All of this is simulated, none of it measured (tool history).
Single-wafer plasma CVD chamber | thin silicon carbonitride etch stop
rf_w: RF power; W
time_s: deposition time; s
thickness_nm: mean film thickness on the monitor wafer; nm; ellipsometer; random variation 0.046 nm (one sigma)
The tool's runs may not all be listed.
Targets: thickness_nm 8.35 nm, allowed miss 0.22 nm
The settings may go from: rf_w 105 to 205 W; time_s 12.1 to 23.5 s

run,hour,rf_w,time_s,thickness_nm
1,0,155,17.8,9.7567
2,2.4,155,19.7,10.849
3,6.7,145,18.4,9.9224
4,11.6,145,20.2,10.83
5,19.1,135,20.2,10.527
# hour 20.8: RF generator calibrated
6,20.8,120,20.2,10.191
7,21.8,120,20.2,10.257
8,29.2,115,19,9.4449
9,37,110,18.3,8.8467
10,40.7,110,18,8.7916
11,45.7,110,17.7,8.5698
12,47,110,17.6,8.5999

Which of these 4 next moves meets every target?
A,48.3,115,17.9,?
B,48.3,120,16.5,?
C,48.3,135,14.8,?
D,48.3,120,17.5,?

move,thickness_nm
A,8.9007
B,8.3442
C,7.8336
D,8.8499
A: further off than the last run
B: meets every target
C: takes the result that was furthest off past its target
D: further off than the last run
Answer: B

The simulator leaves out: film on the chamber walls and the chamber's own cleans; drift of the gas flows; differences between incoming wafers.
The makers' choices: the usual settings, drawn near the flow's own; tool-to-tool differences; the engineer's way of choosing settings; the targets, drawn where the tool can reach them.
